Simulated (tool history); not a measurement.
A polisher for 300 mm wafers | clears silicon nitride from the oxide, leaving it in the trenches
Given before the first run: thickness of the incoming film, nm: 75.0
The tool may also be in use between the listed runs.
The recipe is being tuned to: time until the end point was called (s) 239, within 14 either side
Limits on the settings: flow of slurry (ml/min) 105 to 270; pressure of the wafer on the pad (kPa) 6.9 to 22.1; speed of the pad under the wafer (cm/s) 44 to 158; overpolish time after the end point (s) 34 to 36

run  hour  flow of slurry (ml/min)  pressure of the wafer on the pad (kPa)  speed of the pad under the wafer (cm/s)  overpolish time after the end point (s)  time until the end point was called (s)
  1     0                      175                                    14.5                                      100                                       34                                   137.56
  2   2.2                      175                                    14.5                                      100                                       34                                   136.97
  3   3.7                      175                                    16.5                                      100                                       34                                   120.97
  4   7.9                      175                                    13.8                                       96                                       34                                   148.65
  5  15.4                      140                                    13.8                                       96                                       34                                   159.95
  6  21.6                      135                                    12.4                                       94                                       34                                   183.14
  7  26.2                      130                                    11.7                                       94                                       34                                   197.97
  8    29                      125                                       9                                       92                                       34                                   261.63

Of the 5 settings listed for the next run, only one would bring every result within its allowed miss of target. Which one?
  A  31.8                      110                                      11                                       88                                       35                                        ?
  B  31.8                      135                                     8.3                                       82                                       34                                        ?
  C  31.8                      135                                     8.3                                       88                                       36                                        ?
  D  31.8                      135                                     8.3                                       84                                       34                                        ?
  E  31.8                      145                                     8.3                                       80                                       34                                        ?

move  time until the end point was called (s)
   A                                   236.38
   B                                   309.78
   C                                   289.37
   D                                   302.67
   E                                   310.45
A: each result inside its tolerance
B: further off than the last run
C: further off than the last run
D: further off than the last run
E: further off than the last run
So the answer is move A, the one that meets all the targets.
